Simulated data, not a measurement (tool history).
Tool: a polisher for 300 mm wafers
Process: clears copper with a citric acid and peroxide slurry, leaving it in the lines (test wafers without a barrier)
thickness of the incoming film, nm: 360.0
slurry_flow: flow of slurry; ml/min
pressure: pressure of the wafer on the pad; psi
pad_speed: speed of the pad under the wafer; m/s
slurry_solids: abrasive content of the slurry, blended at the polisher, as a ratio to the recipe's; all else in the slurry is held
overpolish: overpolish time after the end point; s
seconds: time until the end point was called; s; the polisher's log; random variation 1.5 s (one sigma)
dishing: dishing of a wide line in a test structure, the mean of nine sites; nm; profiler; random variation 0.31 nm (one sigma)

{"run": 1, "day": 0.0, "slurry_flow": 260, "pressure": 3.4, "pad_speed": 1.34, "slurry_solids": 1.0, "overpolish": 20, "seconds": 115.93, "dishing": 38.504}
{"run": 2, "day": 0.083, "slurry_flow": 260, "pressure": 3.4, "pad_speed": 1.36, "slurry_solids": 1.0, "overpolish": 17, "seconds": 117.55, "dishing": 34.604}
{"run": 3, "day": 0.388, "slurry_flow": 265, "pressure": 3.4, "pad_speed": 1.38, "slurry_solids": 1.05, "overpolish": 15, "seconds": 108.24, "dishing": 32.017}
{"run": 4, "day": 0.483, "slurry_flow": 300, "pressure": 3.4, "pad_speed": 1.38, "slurry_solids": 1.05, "overpolish": 15, "seconds": 110.58, "dishing": 32.263}
{"run": 5, "day": 0.708, "slurry_flow": 300, "pressure": 3.4, "pad_speed": 1.38, "slurry_solids": 1.1, "overpolish": 13, "seconds": 107.54, "dishing": 29.496}
{"run": 6, "day": 0.842, "slurry_flow": 300, "pressure": 2.8, "pad_speed": 1.38, "slurry_solids": 1.1, "overpolish": 13, "seconds": 130.96, "dishing": 24.884}
{"run": 7, "day": 1.154, "slurry_flow": 300, "pressure": 2.9, "pad_speed": 1.38, "slurry_solids": 1.15, "overpolish": 12, "seconds": 126.06, "dishing": 23.619}
{"run": 8, "day": 1.45, "slurry_flow": 300, "pressure": 3.0, "pad_speed": 1.38, "slurry_solids": 1.2, "overpolish": 11, "seconds": 121.98, "dishing": 22.672}
{"run": 9, "day": 1.675, "slurry_flow": 300, "pressure": 3.1, "pad_speed": 1.38, "slurry_solids": 1.25, "overpolish": 11, "seconds": 113.47, "dishing": 24.049}
{"run": 10, "day": 1.946, "slurry_flow": 300, "pressure": 3.1, "pad_speed": 1.38, "slurry_solids": 1.3, "overpolish": 10, "seconds": 114.78, "dishing": 21.79}
{"run": 11, "day": 2.067, "slurry_flow": 300, "pressure": 3.2, "pad_speed": 1.38, "slurry_solids": 1.3, "overpolish": 10, "seconds": 109.8, "dishing": 22.362}
{"run": 12, "day": 2.367, "slurry_flow": 300, "pressure": 3.6, "pad_speed": 1.38, "slurry_solids": 1.3, "overpolish": 8, "seconds": 99.428, "dishing": 20.218}

Run 13 comes next. What will it give?
{"run": 13, "day": 2.417, "slurry_flow": 300, "pressure": 3.5, "pad_speed": 1.44, "slurry_solids": 1.3, "overpolish": 10, "seconds": "?", "dishing": "?"}

seconds: 97.671 s
dishing: 25.032 nm
